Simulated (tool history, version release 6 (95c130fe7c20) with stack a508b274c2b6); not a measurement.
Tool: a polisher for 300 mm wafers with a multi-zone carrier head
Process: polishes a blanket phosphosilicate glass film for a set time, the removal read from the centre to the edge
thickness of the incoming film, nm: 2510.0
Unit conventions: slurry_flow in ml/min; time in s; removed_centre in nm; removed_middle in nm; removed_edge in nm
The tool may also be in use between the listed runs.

run  hour  slurry_flow  centre_zone  middle_zone  edge_zone  slurry_solids  time  removed_centre  removed_middle  removed_edge
  1     0          195            1            1          1              1    77          610.16          549.62        543.03
  2   2.9          195            1         0.93          1              1    77          605.22          511.45        538.77
  3   3.5          195            1         0.93          1              1    58          446.74          388.91        400.92
  4   9.8          205         0.99         0.99       1.04           1.15    61          515.68          472.77        464.03
     15.6  -- centre zone pressure recalibrated
  5  15.6          205         0.97         1.02       1.07           1.25    64          506.02          530.04        520.15
  6  22.9          215            1         1.05       1.09           1.35    65          537.16          574.15        541.94
  7  28.2          220         1.02         1.06        1.1            1.4    68          595.67          613.34         588.6
  8  34.7          230         1.03         1.08       1.11           1.45    69          630.87          640.73        612.67

What will run 9 give?
  9  37.8          240         1.03          1.1       1.12           1.45    70               ?               ?             ?

{"run 9": {"removed_centre": 626.05, "removed_middle": 667.36, "removed_edge": 626.09}}
